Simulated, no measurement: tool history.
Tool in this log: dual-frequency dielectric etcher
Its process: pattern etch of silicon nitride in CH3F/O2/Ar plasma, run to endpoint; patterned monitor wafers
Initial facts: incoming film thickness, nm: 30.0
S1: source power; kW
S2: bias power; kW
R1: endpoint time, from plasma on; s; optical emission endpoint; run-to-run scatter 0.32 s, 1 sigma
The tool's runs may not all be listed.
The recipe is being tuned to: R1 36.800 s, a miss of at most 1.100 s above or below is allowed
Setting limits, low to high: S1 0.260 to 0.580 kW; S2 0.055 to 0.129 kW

Run 1, day 0.000: S1 0.420 kW, S2 0.092 kW. Result: R1 42.211 s.
Run 2, day 0.262: S1 0.450 kW, S2 0.096 kW. Result: R1 40.208 s.
Run 3, day 0.612: S1 0.450 kW, S2 0.089 kW. Result: R1 41.427 s.
Run 4, day 0.867: S1 0.450 kW, S2 0.102 kW. Result: R1 38.879 s.
Run 5, day 1.200: S1 0.390 kW, S2 0.102 kW. Result: R1 42.061 s.
Run 6, day 1.250: S1 0.390 kW, S2 0.115 kW. Result: R1 39.201 s.
Run 7, day 1.375: S1 0.400 kW, S2 0.116 kW. Result: R1 38.270 s.
Run 8, day 1.542: S1 0.410 kW, S2 0.117 kW. Result: R1 37.969 s.

Next run, 4 choices. One meets every target within its allowed miss, the rest don't. Which?
Run A, day 1.708: S1 0.410 kW, S2 0.104 kW. Result: R1 ?.
Run B, day 1.708: S1 0.440 kW, S2 0.116 kW. Result: R1 ?.
Run C, day 1.708: S1 0.420 kW, S2 0.108 kW. Result: R1 ?.
Run D, day 1.708: S1 0.400 kW, S2 0.114 kW. Result: R1 ?.

move      R1
   A  41.239
   B  37.264
   C  39.809
   D  39.784
A: its largest miss is bigger than the last run's
B: in spec on every target
C: its largest miss is bigger than the last run's
D: its largest miss is bigger than the last run's
B is the move that brings every result within its allowed miss.
